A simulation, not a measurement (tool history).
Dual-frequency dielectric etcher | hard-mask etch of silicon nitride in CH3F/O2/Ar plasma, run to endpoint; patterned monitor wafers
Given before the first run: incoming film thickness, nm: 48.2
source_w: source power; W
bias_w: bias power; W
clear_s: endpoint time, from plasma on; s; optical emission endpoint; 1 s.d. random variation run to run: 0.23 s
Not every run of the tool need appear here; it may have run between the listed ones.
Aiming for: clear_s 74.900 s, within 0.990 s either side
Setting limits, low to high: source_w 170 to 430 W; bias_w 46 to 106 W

run,hour,source_w,bias_w,clear_s
1,0.0,300,76,80.290
2,2.8,320,76,78.217
3,3.5,320,63,80.389
4,11.0,340,64,78.778
5,17.5,300,64,82.887
6,24.9,320,65,80.352
7,28.5,340,66,77.721
8,34.9,350,66,77.159
9,35.5,360,66,76.427

Which single option among these 5 for the next run brings every result within its allowed miss of target? Just one does.
A,36.1,420,57,?
B,36.1,350,78,?
C,36.1,370,79,?
D,36.1,360,91,?
E,36.1,380,74,?

move,clear_s
A,72.835
B,74.817
C,72.877
D,71.777
E,72.896
A: takes the biggest miss from the last run beyond its target
B: in spec on every target
C: takes the biggest miss from the last run beyond its target
D: takes the biggest miss from the last run beyond its target
E: takes the biggest miss from the last run beyond its target
The right move is B.
